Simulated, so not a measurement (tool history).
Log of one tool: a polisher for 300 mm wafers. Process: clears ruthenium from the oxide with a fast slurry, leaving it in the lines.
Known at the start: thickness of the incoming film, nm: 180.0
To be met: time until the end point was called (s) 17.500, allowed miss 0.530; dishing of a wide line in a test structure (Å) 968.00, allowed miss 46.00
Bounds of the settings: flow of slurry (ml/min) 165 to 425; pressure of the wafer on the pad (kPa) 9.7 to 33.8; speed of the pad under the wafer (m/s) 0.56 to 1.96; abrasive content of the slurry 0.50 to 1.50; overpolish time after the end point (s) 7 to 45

run    day  flow of slurry (ml/min)  pressure of the wafer on the pad (kPa)  speed of the pad under the wafer (m/s)  abrasive content of the slurry  overpolish time after the end point (s)  time until the end point was called (s)  dishing of a wide line in a test structure (Å)
  1  0.000                      275                                    21.4                                    1.26                            1.00                                       23                                   25.642                                          886.13
  2  0.112                      275                                    21.4                                    1.26                            1.00                                       15                                   25.730                                          653.63
  3  0.304                      275                                    21.4                                    1.26                            0.90                                       15                                   27.370                                          620.02
  4  0.404                      275                                    23.4                                    1.26                            0.90                                       16                                   24.859                                          698.65
  5  0.558                      275                                    25.5                                    1.26                            0.90                                       16                                   22.830                                          754.93
  6  0.617                      275                                    22.1                                    1.26                            0.90                                       16                                   26.207                                          667.10
  7  0.725                      275                                    24.1                                    1.26                            0.90                                       16                                   24.223                                          696.62
  8  0.846                      275                                    26.2                                    1.26                            0.90                                       17                                   22.195                                          783.85
  9  1.162                      285                                    32.4                                    1.26                            0.90                                       17                                   18.334                                          927.61

Which of these 4 next moves meets every target?
  A  1.479                      305                                    33.8                                    1.52                            0.65                                       18                                        ?                                               ?
  B  1.479                      270                                    29.6                                    1.22                            1.05                                       15                                        ?                                               ?
  C  1.479                      280                                    28.3                                    1.36                            0.90                                       17                                        ?                                               ?
  D  1.479                      290                                    32.4                                    1.26                            0.95                                       18                                        ?                                               ?

move  time until the end point was called (s)  dishing of a wide line in a test structure (Å)
   A                                   18.914                                          921.90
   B                                   18.580                                          823.37
   C                                   19.422                                          871.20
   D                                   17.471                                          970.95
A: further off than the last run
B: further off than the last run
C: further off than the last run
D: meets every target
Answer: D
